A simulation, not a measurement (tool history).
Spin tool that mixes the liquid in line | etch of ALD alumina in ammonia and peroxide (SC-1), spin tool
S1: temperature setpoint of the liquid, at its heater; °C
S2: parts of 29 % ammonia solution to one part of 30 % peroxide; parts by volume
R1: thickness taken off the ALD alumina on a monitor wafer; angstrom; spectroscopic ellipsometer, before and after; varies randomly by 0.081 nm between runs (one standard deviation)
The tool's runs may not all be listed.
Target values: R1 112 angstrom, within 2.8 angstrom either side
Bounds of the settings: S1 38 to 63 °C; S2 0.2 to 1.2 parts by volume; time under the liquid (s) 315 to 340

{"run": 1, "day": 0.0, "S1": 47, "S2": 0.75, "time under the liquid (s)": 315, "R1": 198.22}
{"run": 2, "day": 0.317, "S1": 44.5, "S2": 0.6, "time under the liquid (s)": 315, "R1": 167.77}
{"run": 3, "day": 0.6, "S1": 44.5, "S2": 0.45, "time under the liquid (s)": 315, "R1": 161.02}
{"run": 4, "day": 0.971, "S1": 44.5, "S2": 0.45, "time under the liquid (s)": 315, "R1": 163.19}
{"run": 5, "day": 1.021, "S1": 44.5, "S2": 0.45, "time under the liquid (s)": 340, "R1": 177.7}
{"run": 6, "day": 1.175, "S1": 44.5, "S2": 0.45, "time under the liquid (s)": 340, "R1": 174.97}
{"run": 7, "day": 1.267, "S1": 42.5, "S2": 0.4, "time under the liquid (s)": 340, "R1": 155.33}
{"run": 8, "day": 1.358, "S1": 41, "S2": 0.35, "time under the liquid (s)": 340, "R1": 141.03}
{"run": 9, "day": 1.492, "S1": 40, "S2": 0.3, "time under the liquid (s)": 340, "R1": 129.52}
{"run": 10, "day": 1.838, "S1": 39.5, "S2": 0.3, "time under the liquid (s)": 340, "R1": 125.93}
{"run": 11, "day": 2.2, "S1": 39, "S2": 0.3, "time under the liquid (s)": 340, "R1": 123.62}
{"run": 12, "day": 2.383, "S1": 38.5, "S2": 0.3, "time under the liquid (s)": 340, "R1": 118.34}

5 next moves are on the table. One of them brings every result within its allowed miss. Which?
{"run": "A", "day": 2.567, "S1": 39.5, "S2": 0.25, "time under the liquid (s)": 330, "R1": "?"}
{"run": "B", "day": 2.567, "S1": 40.5, "S2": 0.2, "time under the liquid (s)": 315, "R1": "?"}
{"run": "C", "day": 2.567, "S1": 39.5, "S2": 0.45, "time under the liquid (s)": 315, "R1": "?"}
{"run": "D", "day": 2.567, "S1": 39, "S2": 0.2, "time under the liquid (s)": 320, "R1": "?"}
{"run": "E", "day": 2.567, "S1": 39.5, "S2": 0.3, "time under the liquid (s)": 320, "R1": "?"}

move=A R1=120.38
move=B R1=119.31
move=C R1=121.57
move=D R1=110.91
move=E R1=118.8
A: misses by more than the last run did
B: misses by more than the last run did
C: misses by more than the last run did
D: in spec on every target
E: misses by more than the last run did
Move D is the one to make.

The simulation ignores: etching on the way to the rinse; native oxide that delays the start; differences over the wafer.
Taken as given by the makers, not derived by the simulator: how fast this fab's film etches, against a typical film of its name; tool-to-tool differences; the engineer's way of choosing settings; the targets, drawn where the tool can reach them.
